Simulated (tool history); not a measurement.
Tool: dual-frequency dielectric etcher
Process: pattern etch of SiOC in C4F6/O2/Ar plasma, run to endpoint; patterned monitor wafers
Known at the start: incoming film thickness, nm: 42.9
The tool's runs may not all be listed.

| run | hour | bias power (W) | source power (W) | endpoint time (s) |
|---|---|---|---|---|
| 1 | 0 | 465 | 300 | 17.247 |
| 2 | 8.3 | 427 | 290 | 18.253 |
| 3 | 13.7 | 476 | 290 | 17.178 |
| 4 | 19.5 | 476 | 330 | 16.467 |
| 5 | 23.9 | 431 | 330 | 17.388 |
| 6 | 24.6 | 459 | 330 | 16.769 |
| 7 | 32.1 | 421 | 330 | 17.522 |

Forecast run 8:
| 8 | 38.1 | 395 | 330 | ? |

endpoint time (s): 18.345
